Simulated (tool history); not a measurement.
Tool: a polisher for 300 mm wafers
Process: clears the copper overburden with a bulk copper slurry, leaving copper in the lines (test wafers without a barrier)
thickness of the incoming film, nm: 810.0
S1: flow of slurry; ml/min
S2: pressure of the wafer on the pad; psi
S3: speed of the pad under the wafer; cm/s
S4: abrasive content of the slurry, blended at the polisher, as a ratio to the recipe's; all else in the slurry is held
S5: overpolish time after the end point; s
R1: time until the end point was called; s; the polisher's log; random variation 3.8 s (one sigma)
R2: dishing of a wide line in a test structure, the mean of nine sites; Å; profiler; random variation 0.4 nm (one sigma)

| run | hour | S1 | S2 | S3 | S4 | S5 | R1 | R2 |
|---|---|---|---|---|---|---|---|---|
| 1 | 0.0 | 170 | 2.2 | 118 | 1.00 | 29 | 105.650 | 1011.80 |
| 2 | 2.8 | 170 | 2.2 | 134 | 1.00 | 29 | 93.754 | 1067.30 |
| 3 | 8.2 | 135 | 2.2 | 134 | 1.00 | 29 | 102.010 | 1008.00 |
| 4 | 17.3 | 125 | 1.9 | 126 | 0.90 | 24 | 130.300 | 805.90 |
| 5 | 21.4 | 125 | 1.9 | 126 | 1.00 | 24 | 124.740 | 829.36 |
| 6 | 29.9 | 120 | 1.7 | 122 | 0.85 | 20 | 150.470 | 637.33 |
| 7 | 34.1 | 155 | 1.5 | 112 | 0.75 | 17 | 173.760 | 503.83 |

The next listed run, before its measurement:
| 8 | 36.6 | 185 | 1.4 | 108 | 0.70 | 15 | ? | ? |

R1: 189.700 s
R2: 445.35 Å
